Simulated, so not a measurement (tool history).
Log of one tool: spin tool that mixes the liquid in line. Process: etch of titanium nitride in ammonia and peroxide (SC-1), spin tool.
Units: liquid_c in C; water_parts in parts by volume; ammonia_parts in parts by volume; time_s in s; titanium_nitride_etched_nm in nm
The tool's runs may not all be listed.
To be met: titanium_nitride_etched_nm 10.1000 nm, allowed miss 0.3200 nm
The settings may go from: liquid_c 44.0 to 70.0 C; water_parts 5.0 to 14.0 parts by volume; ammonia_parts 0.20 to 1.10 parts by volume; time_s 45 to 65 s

run,day,liquid_c,water_parts,ammonia_parts,time_s,titanium_nitride_etched_nm
1,0.000,60.0,7.5,0.60,65,7.3638
2,0.079,67.0,7.5,0.60,65,11.6300
3,0.283,67.0,5.5,0.60,65,13.2730
4,0.442,66.5,5.5,0.60,65,13.0780
5,0.554,66.0,5.5,0.60,65,12.5280
6,0.746,65.5,5.5,0.60,65,12.1570
7,0.871,65.0,5.5,0.60,65,11.8040
8,0.975,64.5,5.5,0.60,65,11.6260
9,1.338,64.0,5.5,0.60,65,11.1160

Which of these 5 next moves meets every target?
A,1.700,67.0,7.0,0.60,60,?
B,1.700,65.5,6.5,0.50,65,?
C,1.700,66.5,8.0,0.65,65,?
D,1.700,65.5,5.5,0.60,50,?
E,1.700,62.0,5.0,1.00,60,?

move,titanium_nitride_etched_nm
A,11.1370
B,11.0510
C,11.0860
D,9.4707
E,10.1430
A: as far off as the last run
B: nearer than the last run, and not there yet
C: as far off as the last run
D: takes the result that was furthest off past its target
E: meets every target
The right move is E.
